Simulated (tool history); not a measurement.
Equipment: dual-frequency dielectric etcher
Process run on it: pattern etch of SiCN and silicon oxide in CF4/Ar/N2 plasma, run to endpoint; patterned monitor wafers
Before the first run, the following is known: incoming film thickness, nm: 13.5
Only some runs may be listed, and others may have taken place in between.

run  hour  source power (W)  bias power (W)  Ar flow (sccm)  CF4 flow (sccm)  endpoint time (s)
  1   0.0               510              52             139               47             16.032
  2   2.8               480              52             139               47             17.044
  3   4.9               460              52             139               47             17.625
  4   6.6               450              52             139               47             18.279
  5  11.3               450              52             139               53             18.084
  6  12.3               450              52             149               53             17.966
  7  15.8               440              52             149               53             18.651
  8  21.2               430              52             149               53             18.922

Run 9 comes next. What will it give?
  9  22.3               420              52             149               53                  ?

{"run 9": {"endpoint time (s)": 19.244}}
